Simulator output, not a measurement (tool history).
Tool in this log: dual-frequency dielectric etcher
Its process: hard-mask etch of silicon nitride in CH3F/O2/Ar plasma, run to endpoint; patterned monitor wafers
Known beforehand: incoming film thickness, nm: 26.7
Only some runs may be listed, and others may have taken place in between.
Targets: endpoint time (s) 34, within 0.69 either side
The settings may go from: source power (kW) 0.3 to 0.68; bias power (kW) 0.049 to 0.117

run	day	source power (kW)	bias power (kW)	endpoint time (s)
1	0	0.49	0.083	37.659
2	0.125	0.49	0.089	36.36
3	0.167	0.43	0.089	38.564
4	0.225	0.4	0.089	40.321
5	0.492	0.36	0.089	42.076
6	0.575	0.36	0.095	40.759
7	0.858	0.39	0.096	39.16
8	1.158	0.41	0.097	38.111
9	1.208	0.43	0.097	37.323
10	1.567	0.45	0.097	36.568
11	1.883	0.45	0.097	36.709
12	2.071	0.46	0.097	36.579
13	2.242	0.47	0.097	35.983
14	2.371	0.48	0.097	35.465
15	2.554	0.49	0.097	35
16	2.825	0.5	0.097	35.087

4 next moves are on the table. One of them brings every result within its allowed miss. Which?
A	3.096	0.5	0.085	?
B	3.096	0.47	0.094	?
C	3.096	0.53	0.099	?
D	3.096	0.43	0.098	?

move	endpoint time (s)
A	36.737
B	36.145
C	33.533
D	36.925
A: moves away from the targets compared with the last run
B: moves away from the targets compared with the last run
C: each result inside its tolerance
D: moves away from the targets compared with the last run
Correct choice: C, which meets every target
